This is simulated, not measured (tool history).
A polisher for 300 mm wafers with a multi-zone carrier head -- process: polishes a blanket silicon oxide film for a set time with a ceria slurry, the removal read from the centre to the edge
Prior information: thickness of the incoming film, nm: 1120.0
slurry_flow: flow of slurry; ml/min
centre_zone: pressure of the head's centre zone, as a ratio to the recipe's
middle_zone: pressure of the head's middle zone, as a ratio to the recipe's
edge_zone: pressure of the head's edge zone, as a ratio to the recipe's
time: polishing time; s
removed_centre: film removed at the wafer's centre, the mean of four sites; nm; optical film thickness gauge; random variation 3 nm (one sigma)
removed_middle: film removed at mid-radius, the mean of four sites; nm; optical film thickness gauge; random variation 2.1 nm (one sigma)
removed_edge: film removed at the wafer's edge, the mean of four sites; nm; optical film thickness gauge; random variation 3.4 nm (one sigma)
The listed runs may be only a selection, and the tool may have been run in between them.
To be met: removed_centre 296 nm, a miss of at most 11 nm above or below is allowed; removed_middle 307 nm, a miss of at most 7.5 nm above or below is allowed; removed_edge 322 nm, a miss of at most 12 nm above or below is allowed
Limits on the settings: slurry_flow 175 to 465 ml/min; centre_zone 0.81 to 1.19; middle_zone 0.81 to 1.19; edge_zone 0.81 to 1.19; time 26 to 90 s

{"run": 1, "day": 0.0, "slurry_flow": 295, "centre_zone": 1, "middle_zone": 1, "edge_zone": 1, "time": 58, "removed_centre": 378.69, "removed_middle": 373.78, "removed_edge": 383.91}
{"run": 2, "day": 0.225, "slurry_flow": 290, "centre_zone": 0.97, "middle_zone": 0.97, "edge_zone": 0.96, "time": 56, "removed_centre": 354.04, "removed_middle": 352.84, "removed_edge": 349.93}
{"run": 3, "day": 0.429, "slurry_flow": 360, "centre_zone": 0.97, "middle_zone": 0.97, "edge_zone": 0.96, "time": 56, "removed_centre": 361.31, "removed_middle": 354.47, "removed_edge": 361.31}
{"run": 4, "day": 0.621, "slurry_flow": 355, "centre_zone": 0.93, "middle_zone": 0.94, "edge_zone": 0.95, "time": 56, "removed_centre": 349.45, "removed_middle": 345.2, "removed_edge": 358.24}
{"run": 5, "day": 0.792, "slurry_flow": 355, "centre_zone": 0.89, "middle_zone": 0.94, "edge_zone": 0.95, "time": 56, "removed_centre": 334.68, "removed_middle": 346.59, "removed_edge": 351.44}
{"run": 6, "day": 1.088, "slurry_flow": 345, "centre_zone": 0.87, "middle_zone": 0.92, "edge_zone": 0.94, "time": 55, "removed_centre": 326.92, "removed_middle": 332.17, "removed_edge": 342.19}
{"run": 7, "day": 1.388, "slurry_flow": 340, "centre_zone": 0.85, "middle_zone": 0.91, "edge_zone": 0.94, "time": 54, "removed_centre": 313.2, "removed_middle": 326.33, "removed_edge": 337.6}
{"run": 8, "day": 1.5, "slurry_flow": 335, "centre_zone": 0.84, "middle_zone": 0.9, "edge_zone": 0.93, "time": 54, "removed_centre": 300.46, "removed_middle": 324.53, "removed_edge": 351.58}
{"run": 9, "day": 1.862, "slurry_flow": 350, "centre_zone": 0.85, "middle_zone": 0.9, "edge_zone": 0.93, "time": 53, "removed_centre": 309.56, "removed_middle": 313.04, "removed_edge": 339.42}
{"run": 10, "day": 2.204, "slurry_flow": 350, "centre_zone": 0.85, "middle_zone": 0.9, "edge_zone": 0.93, "time": 53, "removed_centre": 308.34, "removed_middle": 318.58, "removed_edge": 341.43}

Pick the move, out of 4, that brings all results within their allowed miss; only one does.
{"run": "A", "day": 2.546, "slurry_flow": 365, "centre_zone": 0.87, "middle_zone": 0.92, "edge_zone": 0.94, "time": 50, "removed_centre": "?", "removed_middle": "?", "removed_edge": "?"}
{"run": "B", "day": 2.546, "slurry_flow": 380, "centre_zone": 0.97, "middle_zone": 1.04, "edge_zone": 0.95, "time": 48, "removed_centre": "?", "removed_middle": "?", "removed_edge": "?"}
{"run": "C", "day": 2.546, "slurry_flow": 265, "centre_zone": 0.81, "middle_zone": 0.85, "edge_zone": 1.02, "time": 55, "removed_centre": "?", "removed_middle": "?", "removed_edge": "?"}
{"run": "D", "day": 2.546, "slurry_flow": 340, "centre_zone": 0.95, "middle_zone": 0.88, "edge_zone": 0.87, "time": 51, "removed_centre": "?", "removed_middle": "?", "removed_edge": "?"}

move=A removed_centre=294.25 removed_middle=308.11 removed_edge=323.44
move=B removed_centre=308.04 removed_middle=328.79 removed_edge=312.33
move=C removed_centre=297.21 removed_middle=308.47 removed_edge=362.69
move=D removed_centre=318.65 removed_middle=301.11 removed_edge=316.82
A: all results land within tolerance of their targets
B: puts the biggest miss on target and leaves a different result outside tolerance
C: further off than the last run
D: puts the biggest miss on target and leaves a different result outside tolerance
Correct choice: A, which meets every target
